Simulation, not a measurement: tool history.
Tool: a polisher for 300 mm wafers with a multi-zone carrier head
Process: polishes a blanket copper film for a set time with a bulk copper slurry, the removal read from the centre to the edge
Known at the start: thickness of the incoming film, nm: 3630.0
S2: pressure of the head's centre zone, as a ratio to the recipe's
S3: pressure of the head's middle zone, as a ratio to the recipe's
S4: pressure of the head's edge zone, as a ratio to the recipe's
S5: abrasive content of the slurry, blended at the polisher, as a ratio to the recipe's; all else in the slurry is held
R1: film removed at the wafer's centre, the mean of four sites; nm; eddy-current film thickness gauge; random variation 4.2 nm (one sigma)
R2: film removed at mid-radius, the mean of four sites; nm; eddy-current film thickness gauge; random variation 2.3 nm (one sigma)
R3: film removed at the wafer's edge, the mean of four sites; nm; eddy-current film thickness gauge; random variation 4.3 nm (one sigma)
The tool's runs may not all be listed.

{"run": 1, "hour": 0.0, "flow of slurry (ml/min)": 295, "S2": 1.0, "S3": 1.0, "S4": 1.0, "S5": 1.0, "polishing time (s)": 69, "R1": 455.45, "R2": 453.65, "R3": 449.59}
{"run": 2, "hour": 8.5, "flow of slurry (ml/min)": 295, "S2": 0.97, "S3": 1.0, "S4": 0.96, "S5": 0.9, "polishing time (s)": 67, "R1": 417.33, "R2": 423.13, "R3": 433.96}
{"run": 3, "hour": 12.5, "flow of slurry (ml/min)": 295, "S2": 0.98, "S3": 1.04, "S4": 0.95, "S5": 0.8, "polishing time (s)": 63, "R1": 390.6, "R2": 401.33, "R3": 379.01}
{"run": 4, "hour": 17.8, "flow of slurry (ml/min)": 295, "S2": 0.98, "S3": 1.04, "S4": 0.92, "S5": 0.8, "polishing time (s)": 63, "R1": 392.89, "R2": 400.28, "R3": 381.55}
{"run": 5, "hour": 25.6, "flow of slurry (ml/min)": 295, "S2": 0.98, "S3": 1.12, "S4": 0.92, "S5": 0.8, "polishing time (s)": 63, "R1": 394.45, "R2": 430.15, "R3": 377.03}
{"run": 6, "hour": 29.6, "flow of slurry (ml/min)": 295, "S2": 0.98, "S3": 1.12, "S4": 0.92, "S5": 0.8, "polishing time (s)": 80, "R1": 493.1, "R2": 545.15, "R3": 473.22}
{"run": 7, "hour": 32.2, "flow of slurry (ml/min)": 290, "S2": 0.96, "S3": 1.11, "S4": 0.91, "S5": 0.75, "polishing time (s)": 75, "R1": 448.57, "R2": 498.83, "R3": 434.86}
{"run": 8, "hour": 40.7, "flow of slurry (ml/min)": 285, "S2": 0.94, "S3": 1.09, "S4": 0.9, "S5": 0.7, "polishing time (s)": 71, "R1": 411.63, "R2": 456.26, "R3": 399.5}

The next listed run, before its measurement:
{"run": 9, "hour": 42.0, "flow of slurry (ml/min)": 285, "S2": 0.94, "S3": 1.09, "S4": 0.9, "S5": 0.7, "polishing time (s)": 71, "R1": "?", "R2": "?", "R3": "?"}

R1: 398.81 nm
R2: 460.74 nm
R3: 407.95 nm
